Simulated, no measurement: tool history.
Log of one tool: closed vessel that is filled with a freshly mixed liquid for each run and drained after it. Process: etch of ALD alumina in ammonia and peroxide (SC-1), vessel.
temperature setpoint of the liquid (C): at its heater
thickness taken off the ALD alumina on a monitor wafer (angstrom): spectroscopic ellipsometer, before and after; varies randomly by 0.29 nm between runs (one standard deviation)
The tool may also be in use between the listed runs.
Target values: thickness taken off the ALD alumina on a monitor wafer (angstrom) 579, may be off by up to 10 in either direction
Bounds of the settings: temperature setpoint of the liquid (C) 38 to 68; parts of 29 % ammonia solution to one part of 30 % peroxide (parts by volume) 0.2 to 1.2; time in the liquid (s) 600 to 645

run,day,temperature setpoint of the liquid (C),parts of 29 % ammonia solution to one part of 30 % peroxide (parts by volume),time in the liquid (s),thickness taken off the ALD alumina on a monitor wafer (angstrom)
1,0,52,0.7,600,343.48
2,0.283,52,0.5,600,331.66
3,0.5,55.5,0.5,600,400.26
4,0.679,56.5,0.5,600,423.98
5,0.979,56.5,0.5,645,452
6,1.162,56.5,0.5,600,426.43
7,1.2,57.5,0.5,600,446.69
8,1.254,58,0.5,600,458.86
9,1.521,58.5,0.5,600,470.11
10,1.642,59,0.5,600,480.74
11,2.029,59.5,0.5,600,498.16
12,2.404,60,0.5,600,506.6
13,2.758,60.5,0.5,600,519.86
14,3.071,61,0.5,600,532.17
15,3.296,62,0.5,600,563.39

Exactly one of the 4 candidate moves below puts every result within its allowed miss. Which one?
A,3.521,62,0.2,645,?
B,3.521,61,0.35,640,?
C,3.521,62,0.3,645,?
D,3.521,62,0.35,620,?

move,thickness taken off the ALD alumina on a monitor wafer (angstrom)
A,553.8
B,550.68
C,575.47
D,561.28
A: moves away from the targets compared with the last run
B: moves away from the targets compared with the last run
C: all results land within tolerance of their targets
D: moves away from the targets compared with the last run
Move C is the one to make.
